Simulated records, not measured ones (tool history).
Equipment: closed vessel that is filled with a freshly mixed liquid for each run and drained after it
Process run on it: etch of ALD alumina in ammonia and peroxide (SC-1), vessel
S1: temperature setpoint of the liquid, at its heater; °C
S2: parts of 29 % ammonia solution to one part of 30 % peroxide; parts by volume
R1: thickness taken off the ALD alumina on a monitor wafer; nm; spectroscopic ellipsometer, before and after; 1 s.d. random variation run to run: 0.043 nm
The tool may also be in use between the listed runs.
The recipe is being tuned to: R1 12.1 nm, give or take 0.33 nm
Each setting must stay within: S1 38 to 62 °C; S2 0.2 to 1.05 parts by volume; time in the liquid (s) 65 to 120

{"run": 1, "day": 0.0, "S1": 46, "S2": 0.55, "time in the liquid (s)": 120, "R1": 9.2789}
{"run": 2, "day": 0.362, "S1": 46, "S2": 0.65, "time in the liquid (s)": 120, "R1": 9.3757}
{"run": 3, "day": 0.458, "S1": 46, "S2": 0.8, "time in the liquid (s)": 120, "R1": 9.6015}
{"run": 4, "day": 0.842, "S1": 46, "S2": 0.95, "time in the liquid (s)": 120, "R1": 9.7647}
{"run": 5, "day": 1.075, "S1": 46, "S2": 0.95, "time in the liquid (s)": 120, "R1": 9.7649}
{"run": 6, "day": 1.362, "S1": 46.5, "S2": 0.95, "time in the liquid (s)": 120, "R1": 9.971}
{"run": 7, "day": 1.575, "S1": 47, "S2": 0.95, "time in the liquid (s)": 120, "R1": 10.341}
{"run": 8, "day": 1.696, "S1": 47.5, "S2": 0.95, "time in the liquid (s)": 120, "R1": 10.621}
{"run": 9, "day": 1.8, "S1": 48, "S2": 0.95, "time in the liquid (s)": 120, "R1": 10.988}
{"run": 10, "day": 1.875, "S1": 48.5, "S2": 0.95, "time in the liquid (s)": 120, "R1": 11.265}
{"run": 11, "day": 2.121, "S1": 49, "S2": 0.95, "time in the liquid (s)": 120, "R1": 11.652}

4 next moves are on the table. One of them brings every result within its allowed miss. Which?
{"run": "A", "day": 2.367, "S1": 51, "S2": 0.9, "time in the liquid (s)": 105, "R1": "?"}
{"run": "B", "day": 2.367, "S1": 50.5, "S2": 1.05, "time in the liquid (s)": 120, "R1": "?"}
{"run": "C", "day": 2.367, "S1": 49.5, "S2": 1.05, "time in the liquid (s)": 120, "R1": "?"}
{"run": "D", "day": 2.367, "S1": 50.5, "S2": 1, "time in the liquid (s)": 120, "R1": "?"}

move=A R1=11.141
move=B R1=12.572
move=C R1=11.899
move=D R1=12.514
A: further off than the last run
B: takes the biggest miss from the last run beyond its target
C: in spec on every target
D: takes the biggest miss from the last run beyond its target
Go with C: it meets all targets.
